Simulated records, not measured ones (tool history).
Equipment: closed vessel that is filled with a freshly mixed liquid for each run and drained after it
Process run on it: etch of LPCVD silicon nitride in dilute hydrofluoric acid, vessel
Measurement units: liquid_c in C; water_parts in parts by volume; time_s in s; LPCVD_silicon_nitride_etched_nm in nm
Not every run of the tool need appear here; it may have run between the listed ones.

run	hour	liquid_c	water_parts	time_s	LPCVD_silicon_nitride_etched_nm
1	0	24	95	3125	17.818
2	6.9	25.5	85	3130	21.776
3	16.2	25.5	85	3125	21.781
4	24.5	25.5	110	3125	16.778
5	30.4	26.5	95	3130	20.872
6	39.9	26.5	70	3130	28.11

Run 7 comes next. What will it give?
7	44.3	27.5	65	3130	?

{"run 7": {"LPCVD_silicon_nitride_etched_nm": 32.452}}
